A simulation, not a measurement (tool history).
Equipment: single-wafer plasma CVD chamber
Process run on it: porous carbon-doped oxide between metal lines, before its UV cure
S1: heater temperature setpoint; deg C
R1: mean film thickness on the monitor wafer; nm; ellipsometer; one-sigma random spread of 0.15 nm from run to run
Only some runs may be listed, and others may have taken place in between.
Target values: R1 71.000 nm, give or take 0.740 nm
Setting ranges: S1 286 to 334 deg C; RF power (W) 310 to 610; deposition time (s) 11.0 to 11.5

Run 1, day 0.000: S1 310 deg C, RF power (W) 460, deposition time (s) 11.5. Result: R1 60.689 nm.
Run 2, day 0.083: S1 307 deg C, RF power (W) 465, deposition time (s) 11.5. Result: R1 61.778 nm.
Run 3, day 0.175: S1 304 deg C, RF power (W) 470, deposition time (s) 11.5. Result: R1 63.246 nm.
Run 4, day 0.404: S1 304 deg C, RF power (W) 470, deposition time (s) 11.5. Result: R1 63.272 nm.
Run 5, day 0.700: S1 302 deg C, RF power (W) 475, deposition time (s) 11.5. Result: R1 64.445 nm.
Run 6, day 1.058: S1 302 deg C, RF power (W) 475, deposition time (s) 11.5. Result: R1 64.366 nm.
Run 7, day 1.233: S1 300 deg C, RF power (W) 475, deposition time (s) 11.5. Result: R1 65.291 nm.
Run 8, day 1.321: S1 298 deg C, RF power (W) 475, deposition time (s) 11.5. Result: R1 65.602 nm.
Run 9, day 1.600: S1 297 deg C, RF power (W) 475, deposition time (s) 11.5. Result: R1 66.223 nm.
Run 10, day 1.779: S1 297 deg C, RF power (W) 475, deposition time (s) 11.5. Result: R1 65.858 nm.

Exactly one of the 4 candidate moves below puts every result within its allowed miss. Which one?
Run A, day 1.958: S1 292 deg C, RF power (W) 550, deposition time (s) 11.5. Result: R1 ?.
Run B, day 1.958: S1 286 deg C, RF power (W) 515, deposition time (s) 11.5. Result: R1 ?.
Run C, day 1.958: S1 295 deg C, RF power (W) 565, deposition time (s) 11.4. Result: R1 ?.
Run D, day 1.958: S1 290 deg C, RF power (W) 515, deposition time (s) 11.4. Result: R1 ?.

move      R1
   A  73.367
   B  73.206
   C  72.624
   D  71.002
A: pushes the last run's worst result past its target
B: pushes the last run's worst result past its target
C: pushes the last run's worst result past its target
D: each result inside its tolerance
The right move is D.
